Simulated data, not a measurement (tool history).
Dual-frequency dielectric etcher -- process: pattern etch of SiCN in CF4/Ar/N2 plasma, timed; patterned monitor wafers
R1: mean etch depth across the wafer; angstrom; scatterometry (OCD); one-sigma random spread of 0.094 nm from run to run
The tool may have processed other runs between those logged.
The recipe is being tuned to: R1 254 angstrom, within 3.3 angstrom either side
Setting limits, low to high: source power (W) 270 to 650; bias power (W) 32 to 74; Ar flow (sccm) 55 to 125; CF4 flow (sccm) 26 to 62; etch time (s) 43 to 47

run 1 hour=0 | source_power_(W)=460 bias_power_(W)=53 Ar_flow_(sccm)=90 CF4_flow_(sccm)=44 etch_time_(s)=47 | R1=344.71
run 2 hour=5.7 | source_power_(W)=410 bias_power_(W)=53 Ar_flow_(sccm)=90 CF4_flow_(sccm)=44 etch_time_(s)=47 | R1=304.9
run 3 hour=13.2 | source_power_(W)=390 bias_power_(W)=53 Ar_flow_(sccm)=90 CF4_flow_(sccm)=44 etch_time_(s)=47 | R1=286.6
run 4 hour=14.5 | source_power_(W)=390 bias_power_(W)=53 Ar_flow_(sccm)=105 CF4_flow_(sccm)=44 etch_time_(s)=47 | R1=280.13
run 5 hour=15.2 | source_power_(W)=390 bias_power_(W)=53 Ar_flow_(sccm)=120 CF4_flow_(sccm)=44 etch_time_(s)=47 | R1=275.48
run 6 hour=16.2 | source_power_(W)=380 bias_power_(W)=53 Ar_flow_(sccm)=120 CF4_flow_(sccm)=44 etch_time_(s)=47 | R1=271.4
run 7 hour=20.3 | source_power_(W)=370 bias_power_(W)=53 Ar_flow_(sccm)=120 CF4_flow_(sccm)=44 etch_time_(s)=47 | R1=260.4
run 8 hour=23.6 | source_power_(W)=370 bias_power_(W)=53 Ar_flow_(sccm)=120 CF4_flow_(sccm)=44 etch_time_(s)=47 | R1=261.47

Exercise: of the 5 proposed moves below, exactly one satisfies all targets within the stated allowed misses. Which move is it?
run A hour=26.9 | source_power_(W)=390 bias_power_(W)=65 Ar_flow_(sccm)=119 CF4_flow_(sccm)=38 etch_time_(s)=43.5 | R1=?
run B hour=26.9 | source_power_(W)=380 bias_power_(W)=54 Ar_flow_(sccm)=114 CF4_flow_(sccm)=47 etch_time_(s)=46.5 | R1=?
run C hour=26.9 | source_power_(W)=380 bias_power_(W)=49 Ar_flow_(sccm)=120 CF4_flow_(sccm)=45 etch_time_(s)=44 | R1=?
run D hour=26.9 | source_power_(W)=410 bias_power_(W)=45 Ar_flow_(sccm)=117 CF4_flow_(sccm)=45 etch_time_(s)=43.5 | R1=?
run E hour=26.9 | source_power_(W)=420 bias_power_(W)=50 Ar_flow_(sccm)=125 CF4_flow_(sccm)=33 etch_time_(s)=44 | R1=?

move=A R1=263.75
move=B R1=274.23
move=C R1=248.41
move=D R1=261.93
move=E R1=255.81
A: further off than the last run
B: further off than the last run
C: takes the result that was furthest off past its target
D: further off than the last run
E: all results land within tolerance of their targets
Move E is the one to make.
